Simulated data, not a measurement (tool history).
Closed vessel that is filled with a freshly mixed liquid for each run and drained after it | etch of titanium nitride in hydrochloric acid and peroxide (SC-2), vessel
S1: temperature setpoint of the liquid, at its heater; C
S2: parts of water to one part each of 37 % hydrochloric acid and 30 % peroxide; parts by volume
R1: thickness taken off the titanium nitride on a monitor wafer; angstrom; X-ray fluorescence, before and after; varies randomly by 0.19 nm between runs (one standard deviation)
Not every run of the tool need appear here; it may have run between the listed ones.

{"run": 1, "hour": 0.0, "S1": 57, "S2": 11.5, "time in the liquid (s)": 275, "R1": 111.44}
{"run": 2, "hour": 8.1, "S1": 57, "S2": 15.5, "time in the liquid (s)": 275, "R1": 85.992}
{"run": 3, "hour": 8.9, "S1": 59.5, "S2": 14, "time in the liquid (s)": 275, "R1": 110.67}
{"run": 4, "hour": 17.3, "S1": 59.5, "S2": 14, "time in the liquid (s)": 145, "R1": 58.039}
{"run": 5, "hour": 23.8, "S1": 59.5, "S2": 16, "time in the liquid (s)": 145, "R1": 51.012}
{"run": 6, "hour": 28.6, "S1": 59.5, "S2": 16, "time in the liquid (s)": 275, "R1": 98.341}
{"run": 7, "hour": 30.3, "S1": 61.5, "S2": 14, "time in the liquid (s)": 275, "R1": 124.54}
{"run": 8, "hour": 32.4, "S1": 63, "S2": 13, "time in the liquid (s)": 275, "R1": 145.84}
{"run": 9, "hour": 33.6, "S1": 64.5, "S2": 12, "time in the liquid (s)": 275, "R1": 170.91}
{"run": 10, "hour": 35.1, "S1": 65.5, "S2": 11, "time in the liquid (s)": 275, "R1": 195.51}
{"run": 11, "hour": 42.1, "S1": 66.5, "S2": 10.5, "time in the liquid (s)": 275, "R1": 218.75}
{"run": 12, "hour": 43.3, "S1": 67.5, "S2": 10, "time in the liquid (s)": 275, "R1": 241.31}
{"run": 13, "hour": 43.9, "S1": 68, "S2": 9.5, "time in the liquid (s)": 275, "R1": 258.43}

What will run 14 give?
{"run": 14, "hour": 48.9, "S1": 68.5, "S2": 9, "time in the liquid (s)": 275, "R1": "?"}

Run 14 gave R1 277.08 angstrom.
